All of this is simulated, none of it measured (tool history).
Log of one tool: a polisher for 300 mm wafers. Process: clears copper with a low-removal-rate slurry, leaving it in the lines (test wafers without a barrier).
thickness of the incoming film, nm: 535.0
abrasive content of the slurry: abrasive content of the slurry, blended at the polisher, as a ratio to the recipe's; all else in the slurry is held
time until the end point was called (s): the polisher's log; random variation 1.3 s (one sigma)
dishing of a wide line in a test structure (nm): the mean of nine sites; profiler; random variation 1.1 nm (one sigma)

run,hour,flow of slurry (ml/min),pressure of the wafer on the pad (psi),speed of the pad under the wafer (m/s),abrasive content of the slurry,overpolish time after the end point (s),time until the end point was called (s),dishing of a wide line in a test structure (nm)
1,0.0,185,3.3,1.1,1.00,26,144.24,37.515
2,1.5,185,3.4,1.1,1.00,27,138.78,40.517
3,10.1,145,3.4,1.1,1.00,27,141.35,38.892
4,13.7,145,3.4,0.9,1.00,27,175.36,34.193
5,14.2,145,3.4,0.9,1.15,27,169.79,37.432
6,15.7,145,3.7,0.9,1.15,26,154.90,37.691
7,24.3,145,3.9,0.9,1.15,26,146.43,40.580
8,28.4,145,4.1,0.9,1.15,25,140.51,37.417
9,31.6,145,4.2,0.9,1.15,26,139.87,39.826

Forecast run 10:
10,33.7,145,4.4,0.9,1.15,26,?,?

Run 10 gave time until the end point was called (s) 131.76, dishing of a wide line in a test structure (nm) 40.748.
